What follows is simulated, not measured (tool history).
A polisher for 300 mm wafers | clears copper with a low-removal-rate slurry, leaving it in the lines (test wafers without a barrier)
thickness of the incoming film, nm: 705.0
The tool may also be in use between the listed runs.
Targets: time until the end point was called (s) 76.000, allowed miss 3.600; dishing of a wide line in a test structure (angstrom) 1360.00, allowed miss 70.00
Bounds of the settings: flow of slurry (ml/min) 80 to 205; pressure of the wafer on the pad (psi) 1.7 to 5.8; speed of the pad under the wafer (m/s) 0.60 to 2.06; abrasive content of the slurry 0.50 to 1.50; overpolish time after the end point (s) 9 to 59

| run | hour | flow of slurry (ml/min) | pressure of the wafer on the pad (psi) | speed of the pad under the wafer (m/s) | abrasive content of the slurry | overpolish time after the end point (s) | time until the end point was called (s) | dishing of a wide line in a test structure (angstrom) |
|---|---|---|---|---|---|---|---|---|
| 1 | 0.0 | 135 | 3.7 | 1.32 | 1.00 | 30 | 120.580 | 883.55 |
| 2 | 1.8 | 135 | 4.2 | 1.32 | 1.00 | 32 | 106.460 | 993.46 |
| 3 | 9.6 | 135 | 4.6 | 1.32 | 1.00 | 34 | 98.937 | 1085.20 |
| 4 | 17.1 | 140 | 4.9 | 1.32 | 1.00 | 35 | 92.111 | 1141.30 |
| 5 | 26.0 | 140 | 4.9 | 1.56 | 1.00 | 35 | 77.515 | 1188.90 |
| 6 | 27.8 | 140 | 4.3 | 1.56 | 1.00 | 35 | 87.285 | 1098.40 |
| 7 | 36.5 | 140 | 4.5 | 1.56 | 1.00 | 37 | 83.090 | 1192.30 |
| 8 | 43.0 | 140 | 4.6 | 1.56 | 1.00 | 38 | 83.255 | 1199.10 |
| 9 | 44.3 | 140 | 4.7 | 1.56 | 1.00 | 39 | 82.056 | 1230.00 |
| 10 | 45.7 | 145 | 4.8 | 1.56 | 1.00 | 40 | 80.352 | 1280.80 |

Which of these 4 next moves meets every target?
| A | 47.1 | 155 | 4.8 | 1.38 | 1.15 | 36 | ? | ? |
| B | 47.1 | 170 | 5.3 | 1.44 | 0.95 | 45 | ? | ? |
| C | 47.1 | 120 | 4.7 | 1.78 | 1.10 | 46 | ? | ? |
| D | 47.1 | 140 | 4.8 | 1.58 | 0.95 | 36 | ? | ? |

| move | time until the end point was called (s) | dishing of a wide line in a test structure (angstrom) |
|---|---|---|
| A | 85.825 | 1231.70 |
| B | 78.142 | 1403.90 |
| C | 71.699 | 1423.90 |
| D | 80.654 | 1264.50 |
A: further off than the last run
B: meets every target
C: takes the result that was furthest off past its target
D: further off than the last run
The right move is B.

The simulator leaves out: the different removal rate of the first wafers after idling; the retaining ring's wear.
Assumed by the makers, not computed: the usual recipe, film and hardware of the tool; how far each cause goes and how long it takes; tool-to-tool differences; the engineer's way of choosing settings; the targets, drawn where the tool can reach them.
